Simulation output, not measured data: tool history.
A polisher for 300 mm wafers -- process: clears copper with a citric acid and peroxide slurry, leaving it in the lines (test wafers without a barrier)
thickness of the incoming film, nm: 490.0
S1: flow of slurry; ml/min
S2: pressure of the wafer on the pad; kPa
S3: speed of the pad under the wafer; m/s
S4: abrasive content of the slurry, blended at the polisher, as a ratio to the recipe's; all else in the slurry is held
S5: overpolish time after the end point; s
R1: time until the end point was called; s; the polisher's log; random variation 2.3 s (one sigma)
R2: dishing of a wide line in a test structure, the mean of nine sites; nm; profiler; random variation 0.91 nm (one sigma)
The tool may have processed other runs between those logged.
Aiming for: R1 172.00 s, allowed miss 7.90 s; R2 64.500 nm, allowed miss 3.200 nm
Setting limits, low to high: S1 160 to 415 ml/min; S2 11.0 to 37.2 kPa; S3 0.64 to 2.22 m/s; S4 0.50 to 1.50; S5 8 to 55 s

run  hour   S1    S2    S3    S4  S5      R1      R2
  1   0.0  265  24.1  1.42  1.00  28  121.88  63.189
  2   0.9  265  22.1  1.40  1.00  32  129.48  65.880
  3   4.8  265  22.1  1.40  0.90  32  134.84  64.984
  4   7.6  265  22.1  1.70  0.90  32  116.44  71.284
     13.4  -- head pressure recalibrated
  5  13.4  265  19.3  1.66  0.90  35  121.55  74.971
  6  14.6  265  19.3  1.66  0.90  46  121.74  89.485
  7  22.4  265  16.5  1.60  0.90  45  144.74  76.771
  8  25.1  265  15.2  1.60  0.90  45  155.62  69.548
  9  29.0  265  14.5  1.60  0.90  45  162.68  69.687

Of the 5 settings listed for the next run, only one would bring every result within its allowed miss of target. Which one?
  A  32.9  275  15.9  1.72  0.85  36   ?   ?
  B  32.9  320  16.5  1.28  0.75  54   ?   ?
  C  32.9  280  15.2  1.78  0.90  45   ?   ?
  D  32.9  285  14.5  1.54  0.85  43   ?   ?
  E  32.9  355  12.4  1.90  0.80  53   ?   ?

move      R1      R2
   A  146.38  64.276
   B  181.42  73.803
   C  146.20  74.392
   D  174.36  63.726
   E  168.44  73.032
A: puts the biggest miss on target and leaves a different result outside tolerance
B: its largest miss is bigger than the last run's
C: its largest miss is bigger than the last run's
D: all results in spec
E: its largest miss is bigger than the last run's
The move that meets every target is D.
